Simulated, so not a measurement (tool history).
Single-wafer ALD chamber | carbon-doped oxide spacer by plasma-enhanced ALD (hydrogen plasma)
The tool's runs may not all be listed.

run  hour  heater temperature setpoint (deg C)  number of ALD cycles (cycles)  mean film thickness on the monitor wafer (angstrom)
  1   0.0                                  420                            204                                               94.493
  2   6.2                                  416                            209                                               97.302
  3  11.2                                  422                            209                                               94.844
  4  19.1                                  417                            212                                               98.471
  5  23.7                                  410                            212                                              100.950
  6  32.8                                  408                            215                                              103.460
  7  34.8                                  406                            217                                              104.840
  8  40.9                                  404                            219                                              106.380
  9  43.1                                  403                            220                                              107.540
 10  44.5                                  403                            220                                              107.210
 11  50.4                                  402                            221                                              108.560

Run 12 comes next. What will it give?
 12  51.9                                  401                            221                                                    ?

{"run 12": {"mean film thickness on the monitor wafer (angstrom)": 108.48}}
